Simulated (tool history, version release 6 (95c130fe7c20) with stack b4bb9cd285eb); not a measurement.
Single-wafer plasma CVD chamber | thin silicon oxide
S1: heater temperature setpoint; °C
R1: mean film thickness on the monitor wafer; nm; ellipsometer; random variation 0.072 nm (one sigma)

{"run": 1, "day": 0.0, "S1": 405, "chamber pressure (Torr)": 0.578, "RF power (kW)": 0.36, "deposition time (s)": 8.25, "R1": 11.413}
{"run": 2, "day": 0.133, "S1": 405, "chamber pressure (Torr)": 0.59, "RF power (kW)": 0.36, "deposition time (s)": 8.25, "R1": 11.53}
{"run": 3, "day": 0.229, "S1": 397, "chamber pressure (Torr)": 0.59, "RF power (kW)": 0.36, "deposition time (s)": 8.25, "R1": 11.631}
{"run": 4, "day": 0.533, "S1": 397, "chamber pressure (Torr)": 0.601, "RF power (kW)": 0.36, "deposition time (s)": 8.25, "R1": 11.897}
{"run": 5, "day": 0.712, "S1": 397, "chamber pressure (Torr)": 0.601, "RF power (kW)": 0.335, "deposition time (s)": 8.25, "R1": 11.707}
{"run": 6, "day": 0.808, "S1": 397, "chamber pressure (Torr)": 0.612, "RF power (kW)": 0.335, "deposition time (s)": 8.25, "R1": 11.854}
{"run": 7, "day": 1.158, "S1": 397, "chamber pressure (Torr)": 0.622, "RF power (kW)": 0.335, "deposition time (s)": 8.25, "R1": 12.098}
{"run": 8, "day": 1.529, "S1": 397, "chamber pressure (Torr)": 0.63, "RF power (kW)": 0.335, "deposition time (s)": 8.25, "R1": 12.124}
{"run": 9, "day": 1.792, "S1": 397, "chamber pressure (Torr)": 0.63, "RF power (kW)": 0.335, "deposition time (s)": 8.25, "R1": 12.146}

Run 10 comes next. What will it give?
{"run": 10, "day": 2.154, "S1": 397, "chamber pressure (Torr)": 0.639, "RF power (kW)": 0.335, "deposition time (s)": 8.25, "R1": "?"}

R1: 12.477 nm

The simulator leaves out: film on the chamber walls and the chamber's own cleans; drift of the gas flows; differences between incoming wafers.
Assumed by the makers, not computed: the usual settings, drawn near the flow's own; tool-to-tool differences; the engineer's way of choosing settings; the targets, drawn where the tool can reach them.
